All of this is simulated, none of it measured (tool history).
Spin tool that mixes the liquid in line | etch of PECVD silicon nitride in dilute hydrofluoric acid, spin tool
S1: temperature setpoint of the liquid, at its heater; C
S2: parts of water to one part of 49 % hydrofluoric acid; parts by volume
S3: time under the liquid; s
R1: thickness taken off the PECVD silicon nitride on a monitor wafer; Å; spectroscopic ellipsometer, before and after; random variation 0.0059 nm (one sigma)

run 1 day=0.000 | S1=21.0 S2=205 S3=45 | R1=4.8189
run 2 day=0.121 | S1=21.0 S2=205 S3=25 | R1=2.7006
run 3 day=0.379 | S1=22.0 S2=205 S3=25 | R1=2.9029
run 4 day=0.733 | S1=22.0 S2=205 S3=25 | R1=2.8681
run 5 day=0.962 | S1=22.0 S2=205 S3=45 | R1=5.0775
run 6 day=1.212 | S1=22.0 S2=205 S3=45 | R1=5.1651
run 7 day=1.396 | S1=21.5 S2=205 S3=45 | R1=4.9638
run 8 day=1.546 | S1=21.0 S2=210 S3=45 | R1=4.7141

The next listed run, before its measurement:
run 9 day=1.846 | S1=21.0 S2=220 S3=45 | R1=?

R1: 4.4974 Å

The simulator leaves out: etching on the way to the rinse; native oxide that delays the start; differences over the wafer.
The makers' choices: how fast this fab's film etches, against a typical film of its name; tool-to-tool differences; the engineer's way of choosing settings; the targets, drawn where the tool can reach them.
